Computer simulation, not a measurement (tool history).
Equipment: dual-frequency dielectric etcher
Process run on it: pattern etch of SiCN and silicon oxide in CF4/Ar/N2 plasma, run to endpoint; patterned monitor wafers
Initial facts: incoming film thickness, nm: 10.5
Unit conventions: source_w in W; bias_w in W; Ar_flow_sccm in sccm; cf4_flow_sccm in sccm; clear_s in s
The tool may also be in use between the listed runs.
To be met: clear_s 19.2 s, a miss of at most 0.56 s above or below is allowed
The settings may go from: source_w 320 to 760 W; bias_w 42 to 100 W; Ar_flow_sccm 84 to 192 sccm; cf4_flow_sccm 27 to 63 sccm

{"run": 1, "hour": 0.0, "source_w": 540, "bias_w": 71, "Ar_flow_sccm": 138, "cf4_flow_sccm": 45, "clear_s": 13.608}
{"run": 2, "hour": 3.2, "source_w": 480, "bias_w": 70, "Ar_flow_sccm": 139, "cf4_flow_sccm": 45, "clear_s": 15.273}
{"run": 3, "hour": 12.1, "source_w": 480, "bias_w": 70, "Ar_flow_sccm": 139, "cf4_flow_sccm": 38, "clear_s": 15.797}
{"run": 4, "hour": 20.1, "source_w": 480, "bias_w": 58, "Ar_flow_sccm": 139, "cf4_flow_sccm": 38, "clear_s": 17.03}
{"run": 5, "hour": 20.7, "source_w": 480, "bias_w": 58, "Ar_flow_sccm": 139, "cf4_flow_sccm": 35, "clear_s": 17.19}
{"run": 6, "hour": 25.2, "source_w": 460, "bias_w": 58, "Ar_flow_sccm": 139, "cf4_flow_sccm": 35, "clear_s": 17.944}
{"run": 7, "hour": 30.4, "source_w": 450, "bias_w": 58, "Ar_flow_sccm": 139, "cf4_flow_sccm": 35, "clear_s": 18.41}
{"run": 8, "hour": 34.9, "source_w": 440, "bias_w": 58, "Ar_flow_sccm": 139, "cf4_flow_sccm": 35, "clear_s": 18.618}

Exactly one of the 4 candidate moves below puts every result within its allowed miss. Which one?
{"run": "A", "hour": 39.4, "source_w": 460, "bias_w": 63, "Ar_flow_sccm": 151, "cf4_flow_sccm": 33, "clear_s": "?"}
{"run": "B", "hour": 39.4, "source_w": 440, "bias_w": 55, "Ar_flow_sccm": 132, "cf4_flow_sccm": 42, "clear_s": "?"}
{"run": "C", "hour": 39.4, "source_w": 430, "bias_w": 60, "Ar_flow_sccm": 142, "cf4_flow_sccm": 30, "clear_s": "?"}
{"run": "D", "hour": 39.4, "source_w": 400, "bias_w": 59, "Ar_flow_sccm": 166, "cf4_flow_sccm": 38, "clear_s": "?"}

move=A clear_s=17.82
move=B clear_s=18.367
move=C clear_s=19.409
move=D clear_s=20.632
A: moves away from the targets compared with the last run
B: moves away from the targets compared with the last run
C: in spec on every target
D: takes the result that was furthest off past its target
So the answer is move C, the one that meets all the targets.
